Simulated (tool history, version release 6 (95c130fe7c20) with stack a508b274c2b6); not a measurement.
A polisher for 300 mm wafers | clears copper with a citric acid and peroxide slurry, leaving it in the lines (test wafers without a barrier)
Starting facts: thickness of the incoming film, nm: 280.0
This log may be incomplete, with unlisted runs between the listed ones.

| run | hour | flow of slurry (ml/min) | pressure of the wafer on the pad (kPa) | speed of the pad under the wafer (m/s) | abrasive content of the slurry | overpolish time after the end point (s) | time until the end point was called (s) | dishing of a wide line in a test structure (angstrom) |
|---|---|---|---|---|---|---|---|---|
| 1 | 0 | 245 | 26.2 | 0.98 | 1 | 19 | 119.88 | 351.49 |
| 2 | 8.9 | 190 | 26.2 | 0.98 | 1 | 19 | 122.52 | 329.28 |
| 3 | 13.7 | 185 | 26.9 | 0.98 | 1 | 18 | 122.98 | 328.48 |
| 4 | 15.6 | 185 | 26.2 | 1.04 | 1 | 17 | 116.45 | 321.67 |
| 5 | 17.8 | 185 | 26.2 | 1.04 | 0.8 | 17 | 121.1 | 303.4 |
| 6 | 19.4 | 180 | 26.2 | 1.06 | 0.75 | 16 | 122.68 | 289.73 |
| 7 | 23.2 | 175 | 26.2 | 1.08 | 0.7 | 15 | 123.62 | 265.48 |

What does the tool deliver on the next run?
| 8 | 24.2 | 170 | 26.9 | 1.1 | 0.7 | 14 | ? | ? |

time until the end point was called (s): 114.14
dishing of a wide line in a test structure (angstrom): 264.15
